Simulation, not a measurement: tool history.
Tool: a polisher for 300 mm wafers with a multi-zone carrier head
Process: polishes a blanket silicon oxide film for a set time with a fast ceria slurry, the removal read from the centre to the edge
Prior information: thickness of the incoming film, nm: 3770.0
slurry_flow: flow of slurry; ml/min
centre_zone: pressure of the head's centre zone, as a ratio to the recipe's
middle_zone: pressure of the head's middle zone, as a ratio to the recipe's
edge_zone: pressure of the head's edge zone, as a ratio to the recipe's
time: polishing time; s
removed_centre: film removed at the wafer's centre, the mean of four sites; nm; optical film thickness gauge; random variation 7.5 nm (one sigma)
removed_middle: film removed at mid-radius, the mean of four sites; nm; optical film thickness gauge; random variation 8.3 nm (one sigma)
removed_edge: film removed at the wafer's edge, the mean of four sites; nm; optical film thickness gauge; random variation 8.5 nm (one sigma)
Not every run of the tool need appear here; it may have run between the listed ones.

{"run": 1, "hour": 0.0, "slurry_flow": 145, "centre_zone": 1.0, "middle_zone": 1.0, "edge_zone": 1.0, "time": 57, "removed_centre": 680.35, "removed_middle": 741.05, "removed_edge": 766.48}
{"run": 2, "hour": 8.9, "slurry_flow": 135, "centre_zone": 0.97, "middle_zone": 0.98, "edge_zone": 0.98, "time": 56, "removed_centre": 640.62, "removed_middle": 707.34, "removed_edge": 727.56}
{"run": 3, "hour": 10.9, "slurry_flow": 135, "centre_zone": 0.97, "middle_zone": 0.98, "edge_zone": 0.9, "time": 56, "removed_centre": 630.5, "removed_middle": 725.64, "removed_edge": 689.99}
{"run": 4, "hour": 19.0, "slurry_flow": 135, "centre_zone": 1.02, "middle_zone": 0.98, "edge_zone": 0.9, "time": 56, "removed_centre": 658.66, "removed_middle": 702.52, "removed_edge": 697.1}
{"run": 5, "hour": 25.6, "slurry_flow": 135, "centre_zone": 1.06, "middle_zone": 0.98, "edge_zone": 0.9, "time": 56, "removed_centre": 681.38, "removed_middle": 699.26, "removed_edge": 701.5}
{"run": 6, "hour": 34.3, "slurry_flow": 125, "centre_zone": 1.01, "middle_zone": 0.96, "edge_zone": 0.93, "time": 55, "removed_centre": 631.07, "removed_middle": 676.56, "removed_edge": 676.46}

What does the tool deliver on the next run?
{"run": 7, "hour": 38.2, "slurry_flow": 120, "centre_zone": 0.98, "middle_zone": 0.94, "edge_zone": 0.97, "time": 55, "removed_centre": "?", "removed_middle": "?", "removed_edge": "?"}

{"run 7": {"removed_centre": 601.09, "removed_middle": 647.5, "removed_edge": 687.32}}
